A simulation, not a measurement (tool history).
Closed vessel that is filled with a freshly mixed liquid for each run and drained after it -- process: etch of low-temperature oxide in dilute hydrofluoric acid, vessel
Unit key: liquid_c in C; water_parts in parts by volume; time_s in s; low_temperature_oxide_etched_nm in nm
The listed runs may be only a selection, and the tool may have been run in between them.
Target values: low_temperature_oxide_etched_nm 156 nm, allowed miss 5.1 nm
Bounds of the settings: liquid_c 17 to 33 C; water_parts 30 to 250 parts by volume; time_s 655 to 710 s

| run | hour | liquid_c | water_parts | time_s | low_temperature_oxide_etched_nm |
|---|---|---|---|---|---|
| 1 | 0 | 25 | 140 | 655 | 57.737 |
| 2 | 1.2 | 25 | 160 | 655 | 48.844 |
| 3 | 7.8 | 25 | 160 | 655 | 48.748 |
| 4 | 13.3 | 27 | 130 | 655 | 67.429 |
| 5 | 15.4 | 28.5 | 105 | 655 | 91.655 |
| 6 | 18.2 | 28.5 | 105 | 710 | 98.189 |
| 7 | 27.6 | 29.5 | 95 | 710 | 113.8 |
| 8 | 29.7 | 30.5 | 90 | 710 | 126.69 |
| 9 | 35.9 | 33 | 75 | 710 | 173.16 |
| 10 | 43.5 | 32.5 | 75 | 710 | 170.73 |
| 11 | 52.8 | 32 | 75 | 710 | 165.74 |
| 12 | 59.9 | 31.5 | 75 | 710 | 161.96 |

Next run, 5 choices. One meets every target within its allowed miss, the rest don't. Which?
| A | 67 | 33 | 75 | 695 | ? |
| B | 67 | 32.5 | 75 | 665 | ? |
| C | 67 | 31.5 | 85 | 705 | ? |
| D | 67 | 31.5 | 70 | 695 | ? |
| E | 67 | 32 | 70 | 710 | ? |

| move | low_temperature_oxide_etched_nm |
|---|---|
| A | 168.48 |
| B | 158.22 |
| C | 140.39 |
| D | 171.93 |
| E | 179.01 |
A: misses by more than the last run did
B: every result lands within tolerance
C: takes the biggest miss from the last run beyond its target
D: misses by more than the last run did
E: misses by more than the last run did
B is the move that brings every result within its allowed miss.
